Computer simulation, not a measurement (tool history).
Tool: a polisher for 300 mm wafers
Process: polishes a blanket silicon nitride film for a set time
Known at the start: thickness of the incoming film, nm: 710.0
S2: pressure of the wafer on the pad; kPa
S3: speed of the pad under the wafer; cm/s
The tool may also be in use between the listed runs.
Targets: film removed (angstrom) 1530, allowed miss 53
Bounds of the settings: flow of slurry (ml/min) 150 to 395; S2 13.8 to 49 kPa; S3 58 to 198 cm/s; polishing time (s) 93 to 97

{"run": 1, "hour": 0.0, "flow of slurry (ml/min)": 250, "S2": 31, "S3": 128, "polishing time (s)": 93, "film removed (angstrom)": 2691.7}
{"run": 2, "hour": 2.5, "flow of slurry (ml/min)": 250, "S2": 26.9, "S3": 128, "polishing time (s)": 93, "film removed (angstrom)": 2331.1}
{"run": 3, "hour": 11.0, "flow of slurry (ml/min)": 250, "S2": 26.9, "S3": 128, "polishing time (s)": 93, "film removed (angstrom)": 2355.3}
{"run": 4, "hour": 15.7, "flow of slurry (ml/min)": 250, "S2": 23.4, "S3": 128, "polishing time (s)": 93, "film removed (angstrom)": 2041}
{"run": 5, "hour": 18.1, "flow of slurry (ml/min)": 250, "S2": 28.3, "S3": 128, "polishing time (s)": 93, "film removed (angstrom)": 2444.7}
{"run": 6, "hour": 23.3, "flow of slurry (ml/min)": 250, "S2": 24.8, "S3": 128, "polishing time (s)": 93, "film removed (angstrom)": 2170.7}
{"run": 7, "hour": 29.6, "flow of slurry (ml/min)": 250, "S2": 22.1, "S3": 128, "polishing time (s)": 93, "film removed (angstrom)": 1931.8}
{"run": 8, "hour": 35.0, "flow of slurry (ml/min)": 250, "S2": 20.7, "S3": 128, "polishing time (s)": 93, "film removed (angstrom)": 1794.6}
{"run": 9, "hour": 42.2, "flow of slurry (ml/min)": 250, "S2": 20, "S3": 128, "polishing time (s)": 93, "film removed (angstrom)": 1755}
{"run": 10, "hour": 51.0, "flow of slurry (ml/min)": 250, "S2": 19.3, "S3": 128, "polishing time (s)": 93, "film removed (angstrom)": 1668.7}
{"run": 11, "hour": 57.2, "flow of slurry (ml/min)": 245, "S2": 16.5, "S3": 128, "polishing time (s)": 93, "film removed (angstrom)": 1470.8}
{"run": 12, "hour": 57.7, "flow of slurry (ml/min)": 245, "S2": 16.5, "S3": 128, "polishing time (s)": 93, "film removed (angstrom)": 1458.6}
{"run": 13, "hour": 60.6, "flow of slurry (ml/min)": 250, "S2": 16.5, "S3": 128, "polishing time (s)": 93, "film removed (angstrom)": 1460.1}

5 next moves are on the table. One of them brings every result within its allowed miss. Which?
{"run": "A", "hour": 63.5, "flow of slurry (ml/min)": 220, "S2": 14.5, "S3": 126, "polishing time (s)": 94, "film removed (angstrom)": "?"}
{"run": "B", "hour": 63.5, "flow of slurry (ml/min)": 285, "S2": 15.2, "S3": 150, "polishing time (s)": 93, "film removed (angstrom)": "?"}
{"run": "C", "hour": 63.5, "flow of slurry (ml/min)": 290, "S2": 14.5, "S3": 120, "polishing time (s)": 97, "film removed (angstrom)": "?"}
{"run": "D", "hour": 63.5, "flow of slurry (ml/min)": 280, "S2": 23.4, "S3": 78, "polishing time (s)": 93, "film removed (angstrom)": "?"}
{"run": "E", "hour": 63.5, "flow of slurry (ml/min)": 235, "S2": 15.2, "S3": 136, "polishing time (s)": 95, "film removed (angstrom)": "?"}

move=A film_removed_(angstrom)=1256.6
move=B film_removed_(angstrom)=1531.3
move=C film_removed_(angstrom)=1280.8
move=D film_removed_(angstrom)=1370.9
move=E film_removed_(angstrom)=1420
A: further off than the last run
B: meets every target
C: further off than the last run
D: further off than the last run
E: further off than the last run
The right move is B.
